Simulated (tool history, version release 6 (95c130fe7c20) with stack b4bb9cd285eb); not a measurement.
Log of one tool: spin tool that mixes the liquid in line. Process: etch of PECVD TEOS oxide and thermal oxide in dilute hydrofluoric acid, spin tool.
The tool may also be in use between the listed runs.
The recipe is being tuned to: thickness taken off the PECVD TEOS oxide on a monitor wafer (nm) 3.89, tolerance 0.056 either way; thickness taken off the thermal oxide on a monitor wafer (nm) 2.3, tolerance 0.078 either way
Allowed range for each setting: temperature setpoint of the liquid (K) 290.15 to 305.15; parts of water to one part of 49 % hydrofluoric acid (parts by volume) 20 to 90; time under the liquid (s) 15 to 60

run,hour,temperature setpoint of the liquid (K),parts of water to one part of 49 % hydrofluoric acid (parts by volume),time under the liquid (s),thickness taken off the PECVD TEOS oxide on a monitor wafer (nm),thickness taken off the thermal oxide on a monitor wafer (nm)
1,0,297.15,50,30,5.7112,3.3319
2,1.9,297.15,60,30,4.6413,2.7825
3,4.4,297.15,60,45,7.0073,4.0426
4,11.2,295.65,65,45,5.9968,3.5144
5,17.4,298.15,65,45,6.659,3.9268
6,18.1,296.65,65,45,6.2736,3.6966
7,25.4,295.15,65,45,5.8675,3.4868
8,26.8,294.15,65,45,5.6484,3.421
9,35.7,293.65,70,45,5.1171,3.0284
10,37.5,293.15,70,45,5.0023,2.9491
11,44.4,292.65,70,45,4.9023,2.8651
12,53.2,292.15,70,45,4.7916,2.8159
13,55.1,291.65,70,45,4.7172,2.7945
14,59,291.15,70,45,4.6214,2.7278
15,61.6,290.65,75,45,4.1683,2.4992
16,67.7,290.15,75,45,4.0955,2.3633
17,71.5,290.15,80,45,3.8046,2.2103

Exactly one of the 4 candidate moves below puts every result within its allowed miss. Which one?
A,75.3,291.15,75,40,?,?
B,75.3,290.65,80,45,?,?
C,75.3,292.15,90,45,?,?
D,75.3,290.15,55,30,?,?

move,thickness taken off the PECVD TEOS oxide on a monitor wafer (nm),thickness taken off the thermal oxide on a monitor wafer (nm)
A,3.8049,2.2538
B,3.9072,2.3144
C,3.6592,2.1675
D,3.8115,2.2577
A: as far off as the last run
B: hits every target within its allowed miss
C: the biggest miss grows against the last run
D: an improvement on the last run, though not all results are within tolerance
Correct choice: B, which meets every target
